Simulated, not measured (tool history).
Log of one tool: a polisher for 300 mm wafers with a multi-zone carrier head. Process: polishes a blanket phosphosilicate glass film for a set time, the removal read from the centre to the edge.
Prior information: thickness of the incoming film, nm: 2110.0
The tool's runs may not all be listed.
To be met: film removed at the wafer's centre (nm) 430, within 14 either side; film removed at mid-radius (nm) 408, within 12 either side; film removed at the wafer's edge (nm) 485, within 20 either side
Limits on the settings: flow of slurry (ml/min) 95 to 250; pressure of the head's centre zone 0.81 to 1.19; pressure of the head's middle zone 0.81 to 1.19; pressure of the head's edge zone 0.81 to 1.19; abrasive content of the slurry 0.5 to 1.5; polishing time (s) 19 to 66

run    day  flow of slurry (ml/min)  pressure of the head's centre zone  pressure of the head's middle zone  pressure of the head's edge zone  abrasive content of the slurry  polishing time (s)  film removed at the wafer's centre (nm)  film removed at mid-radius (nm)  film removed at the wafer's edge (nm)
  1      0                      160                                   1                                   1                                 1                               1                  42                                   360.12                           359.76                                 369.21
  2  0.308                      160                                0.96                                   1                                 1                               1                  42                                   340.55                           352.78                                 365.84
  3  0.333                      165                                0.97                                0.99                              1.04                             1.1                  42                                   362.31                           377.58                                 390.99
  4  0.621                      165                                0.97                                0.99                              1.04                             1.1                  32                                   275.27                           279.82                                 300.43
  5  0.825                      165                                0.97                                0.99                               1.1                             1.1                  32                                   276.16                           280.07                                 299.12
  6  1.117                      165                                0.97                                0.99                              1.06                             1.1                  32                                   276.65                           284.72                                 296.13
  7  1.329                      160                                0.97                                0.95                              1.08                             1.2                  35                                   308.75                           303.92                                 345.35
  8  1.679                      160                                0.98                                0.95                              1.08                             1.3                  37                                   343.59                           341.04                                 375.06
  9    1.8                      165                                0.98                                0.93                              1.09                            1.35                  38                                   359.46                           345.72                                 393.35

Consider the 5 candidate settings below. Which is the only one whose results all fall within their allowed miss of target?
  A  1.921                      115                                0.99                                0.92                              1.12                             1.3                  50                                        ?                                ?                                      ?
  B  1.921                      165                                0.87                                1.11                              1.11                             1.5                  39                                        ?                                ?                                      ?
  C  1.921                      125                                0.86                                0.83                              1.11                             1.4                  37                                        ?                                ?                                      ?
  D  1.921                      190                                0.93                                1.13                               1.1                             1.2                  45                                        ?                                ?                                      ?
  E  1.921                      135                                0.81                                1.12                              1.13                             1.3                  42                                        ?                                ?                                      ?

move  film removed at the wafer's centre (nm)  film removed at mid-radius (nm)  film removed at the wafer's edge (nm)
   A                                   424.02                           405.86                                 494.02
   B                                   338.35                              427                                 429.26
   C                                   287.56                           290.78                                 381.08
   D                                   393.55                           469.86                                 460.01
   E                                   305.83                           420.51                                 428.29
A: every result within its allowed miss
B: carries the result that was furthest off beyond its target, to the other side
C: further off than the last run
D: carries the result that was furthest off beyond its target, to the other side
E: carries the result that was furthest off beyond its target, to the other side
A meets every target.
